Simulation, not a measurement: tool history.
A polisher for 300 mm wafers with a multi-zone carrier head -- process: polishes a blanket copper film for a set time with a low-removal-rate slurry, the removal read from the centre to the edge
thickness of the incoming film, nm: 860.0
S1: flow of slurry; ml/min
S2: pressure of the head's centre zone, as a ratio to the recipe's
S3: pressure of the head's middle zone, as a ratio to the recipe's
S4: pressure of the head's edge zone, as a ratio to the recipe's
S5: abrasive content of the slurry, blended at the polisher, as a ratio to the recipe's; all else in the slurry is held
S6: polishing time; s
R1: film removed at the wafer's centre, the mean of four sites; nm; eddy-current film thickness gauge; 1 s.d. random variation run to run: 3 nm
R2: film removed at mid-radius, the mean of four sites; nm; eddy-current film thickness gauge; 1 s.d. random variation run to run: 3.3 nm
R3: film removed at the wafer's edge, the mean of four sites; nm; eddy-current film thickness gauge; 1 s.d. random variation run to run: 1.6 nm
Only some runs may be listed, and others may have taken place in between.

run	hour	S1	S2	S3	S4	S5	S6	R1	R2	R3
1	0	205	1	1	1	1	66	167.74	168.99	164.77
2	0.6	205	1	1	1	1.2	66	173.85	176.14	175.78
3	4.9	215	1	1.03	1.01	1.25	68	186.28	191.44	185.12
4	8.6	215	1	1.03	0.95	1.25	68	183.33	189.29	177.84
5	17.3	220	1	1.06	0.98	1.3	69	190.8	198.51	188.75
6	19.6	220	1	1.1	0.98	1.3	69	189.92	204.77	182.54
7	20.7	230	0.99	1.11	1	1.35	70	193.36	215.1	195.5

What does the tool deliver on the next run?
8	29.5	240	0.99	1.12	1	1.4	71	?	?	?

R1: 197.62 nm
R2: 225.02 nm
R3: 196.21 nm
